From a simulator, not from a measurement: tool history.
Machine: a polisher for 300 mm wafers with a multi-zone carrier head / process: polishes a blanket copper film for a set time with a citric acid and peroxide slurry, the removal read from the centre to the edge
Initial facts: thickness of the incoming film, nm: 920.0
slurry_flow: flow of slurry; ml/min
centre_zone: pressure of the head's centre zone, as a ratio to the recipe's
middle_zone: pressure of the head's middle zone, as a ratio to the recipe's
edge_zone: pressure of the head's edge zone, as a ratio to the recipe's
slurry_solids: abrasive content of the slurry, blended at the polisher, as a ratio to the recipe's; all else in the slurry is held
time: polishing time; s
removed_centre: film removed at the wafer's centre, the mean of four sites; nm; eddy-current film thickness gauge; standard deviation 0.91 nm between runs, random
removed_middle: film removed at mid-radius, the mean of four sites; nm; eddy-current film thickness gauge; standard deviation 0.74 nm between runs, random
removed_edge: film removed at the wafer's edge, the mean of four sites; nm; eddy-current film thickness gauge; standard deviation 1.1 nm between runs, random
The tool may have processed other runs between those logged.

run,hour,slurry_flow,centre_zone,middle_zone,edge_zone,slurry_solids,time,removed_centre,removed_middle,removed_edge
1,0.0,190,1.00,1.00,1.00,1.00,63,190.32,189.38,190.57
2,3.0,190,1.00,0.97,1.00,1.00,63,191.50,183.17,191.19
3,4.7,190,1.00,0.97,0.97,1.00,63,190.28,183.88,186.55
4,8.4,180,0.95,0.94,0.94,0.85,57,157.73,156.00,163.79
5,14.2,175,0.93,0.94,0.91,0.75,51,131.90,134.35,137.41
6,17.5,175,0.93,0.87,0.91,0.75,51,132.94,128.51,137.91
7,26.5,170,0.91,0.88,0.89,0.70,49,123.55,119.99,127.23

What will run 8 give?
8,32.6,160,0.88,0.89,0.88,0.65,48,?,?,?

{"run 8": {"removed_centre": 114.68, "removed_middle": 116.65, "removed_edge": 122.3}}
